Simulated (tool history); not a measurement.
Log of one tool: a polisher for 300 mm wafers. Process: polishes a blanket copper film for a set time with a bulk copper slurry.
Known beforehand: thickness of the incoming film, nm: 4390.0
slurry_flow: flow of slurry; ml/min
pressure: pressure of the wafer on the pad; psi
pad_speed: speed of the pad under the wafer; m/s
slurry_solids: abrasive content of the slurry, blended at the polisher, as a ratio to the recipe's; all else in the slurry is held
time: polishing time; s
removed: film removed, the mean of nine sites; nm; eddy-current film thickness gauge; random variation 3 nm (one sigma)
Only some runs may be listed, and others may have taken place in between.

run,hour,slurry_flow,pressure,pad_speed,slurry_solids,time,removed
1,0,305,2.9,1.4,1,22,361.79
2,8.6,310,3.1,1.4,1,22,382.08
3,11.2,310,3.2,1.4,1,22,394.99
4,19.8,310,3.3,1.4,1,22,401.63
5,26.5,310,3.3,1.4,0.85,22,393.91
6,33.6,310,3.3,1.4,0.85,22,394.18
7,42.1,310,3.4,1.4,0.85,22,404.36

Run 8 has not been measured yet. What should we expect?
8,43.2,310,3.5,1.4,0.85,22,?

Logged for run 8: removed 416.61 nm.
